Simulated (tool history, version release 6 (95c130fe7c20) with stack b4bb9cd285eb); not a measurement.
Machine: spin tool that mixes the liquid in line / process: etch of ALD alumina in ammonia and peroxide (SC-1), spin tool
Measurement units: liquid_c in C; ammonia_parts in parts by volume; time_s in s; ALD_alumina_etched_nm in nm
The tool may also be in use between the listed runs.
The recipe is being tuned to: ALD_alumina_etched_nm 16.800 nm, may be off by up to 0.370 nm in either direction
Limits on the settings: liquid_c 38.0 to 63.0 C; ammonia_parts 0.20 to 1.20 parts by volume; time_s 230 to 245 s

Run 1, hour 0.0: liquid_c 47.0 C, ammonia_parts 0.70 parts by volume, time_s 230 s. Result: ALD_alumina_etched_nm 13.377 nm.
Run 2, hour 3.3: liquid_c 47.0 C, ammonia_parts 0.55 parts by volume, time_s 230 s. Result: ALD_alumina_etched_nm 13.201 nm.
Run 3, hour 9.7: liquid_c 47.0 C, ammonia_parts 0.55 parts by volume, time_s 230 s. Result: ALD_alumina_etched_nm 13.198 nm.
Run 4, hour 14.8: liquid_c 47.0 C, ammonia_parts 0.80 parts by volume, time_s 230 s. Result: ALD_alumina_etched_nm 13.501 nm.
Run 5, hour 21.9: liquid_c 48.0 C, ammonia_parts 0.80 parts by volume, time_s 230 s. Result: ALD_alumina_etched_nm 14.449 nm.
Run 6, hour 24.6: liquid_c 48.0 C, ammonia_parts 1.00 parts by volume, time_s 230 s. Result: ALD_alumina_etched_nm 14.485 nm.
Run 7, hour 28.6: liquid_c 49.0 C, ammonia_parts 1.00 parts by volume, time_s 230 s. Result: ALD_alumina_etched_nm 15.422 nm.
Run 8, hour 37.4: liquid_c 49.5 C, ammonia_parts 1.00 parts by volume, time_s 230 s. Result: ALD_alumina_etched_nm 15.738 nm.
Run 9, hour 39.2: liquid_c 51.0 C, ammonia_parts 1.00 parts by volume, time_s 230 s. Result: ALD_alumina_etched_nm 17.172 nm.

4 candidate next runs follow, results not yet known. Just one meets every target within its allowed miss. Identify it.
Run A, hour 41.0: liquid_c 50.0 C, ammonia_parts 1.10 parts by volume, time_s 245 s. Result: ALD_alumina_etched_nm ?.
Run B, hour 41.0: liquid_c 51.5 C, ammonia_parts 1.05 parts by volume, time_s 230 s. Result: ALD_alumina_etched_nm ?.
Run C, hour 41.0: liquid_c 51.5 C, ammonia_parts 0.95 parts by volume, time_s 230 s. Result: ALD_alumina_etched_nm ?.
Run D, hour 41.0: liquid_c 50.5 C, ammonia_parts 0.80 parts by volume, time_s 235 s. Result: ALD_alumina_etched_nm ?.

move  ALD_alumina_etched_nm
   A                 17.420
   B                 17.650
   C                 17.483
   D                 16.654
A: misses by more than the last run did
B: misses by more than the last run did
C: misses by more than the last run did
D: all results in spec
The move that meets every target is D.
